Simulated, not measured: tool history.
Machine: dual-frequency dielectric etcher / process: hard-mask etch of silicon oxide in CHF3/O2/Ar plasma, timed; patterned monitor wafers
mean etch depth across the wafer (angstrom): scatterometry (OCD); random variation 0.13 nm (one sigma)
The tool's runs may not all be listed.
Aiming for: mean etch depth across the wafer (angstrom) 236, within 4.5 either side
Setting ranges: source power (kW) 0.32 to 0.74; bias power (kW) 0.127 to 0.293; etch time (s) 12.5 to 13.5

run  hour  source power (kW)  bias power (kW)  etch time (s)  mean etch depth across the wafer (angstrom)
  1     0               0.53             0.21           13.5                                       279.22
  2   1.8               0.51            0.207           13.5                                       278.26
  3     7                0.5              0.2           13.5                                       275.02
  4  13.8               0.49            0.193           13.5                                       267.02
  5  15.3               0.49            0.162           13.5                                       258.47
  6  19.7               0.49            0.191           13.5                                       269.12
  7  20.5               0.48            0.186           13.5                                       266.85
  8  25.4               0.47             0.18           13.5                                       262.26
  9    34               0.46            0.176           13.5                                       256.59
 10  35.9               0.45            0.175           13.5                                       256.96
 11  41.6               0.44            0.173           13.5                                       258.39
 12    43               0.44            0.173           13.5                                       253.93
 13  49.5               0.43            0.172           13.5                                       254.81
 14  54.9               0.42            0.169           13.5                                        253.4
 15  59.9               0.41            0.166           13.5                                       249.27
 16    61                0.4            0.164           13.5                                       247.73

Exercise: of the 5 proposed moves below, exactly one satisfies all targets within the stated allowed misses. Which move is it?
  A  62.1               0.37            0.167           13.5                                            ?
  B  62.1               0.49            0.209             13                                            ?
  C  62.1               0.37            0.137           13.5                                            ?
  D  62.1               0.34            0.159             13                                            ?
  E  62.1               0.42            0.193           13.5                                            ?

move  mean etch depth across the wafer (angstrom)
   A                                       242.24
   B                                       261.67
   C                                       232.47
   D                                       226.75
   E                                       257.33
A: gains on the last run, yet a result remains outside its allowed miss
B: further off than the last run
C: every result within its allowed miss
D: takes the result that was furthest off past its target
E: further off than the last run
Go with C: it meets all targets.
